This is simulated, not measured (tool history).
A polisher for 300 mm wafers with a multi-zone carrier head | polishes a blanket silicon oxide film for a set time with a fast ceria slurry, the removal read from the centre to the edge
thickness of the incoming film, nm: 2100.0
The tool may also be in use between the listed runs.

run,hour,flow of slurry (ml/min),pressure of the head's centre zone,pressure of the head's middle zone,pressure of the head's edge zone,polishing time (s),film removed at the wafer's centre (Å),film removed at mid-radius (Å),film removed at the wafer's edge (Å)
1,0,270,1,1,1,47,6119.6,5978.2,6091.1
2,0.9,270,1,1,1,51,6637.8,6615.1,6603.2
3,3.4,265,0.96,0.99,0.97,50,6209,6575.3,6449.6
4,9.8,265,0.96,0.99,0.97,54,6678.5,7011.3,6867.9
5,14.6,260,0.94,0.97,0.95,52,6369.1,6565.6,6587.7
6,21.2,205,0.94,0.97,0.95,52,6116.6,6290.9,6279.8
7,29.5,195,0.92,0.96,0.93,51,5802.5,6129.4,6188.4

The next listed run, before its measurement:
8,33.4,190,0.91,0.96,0.91,50,?,?,?

film removed at the wafer's centre (Å): 5597.9
film removed at mid-radius (Å): 5975.9
film removed at the wafer's edge (Å): 5926.9

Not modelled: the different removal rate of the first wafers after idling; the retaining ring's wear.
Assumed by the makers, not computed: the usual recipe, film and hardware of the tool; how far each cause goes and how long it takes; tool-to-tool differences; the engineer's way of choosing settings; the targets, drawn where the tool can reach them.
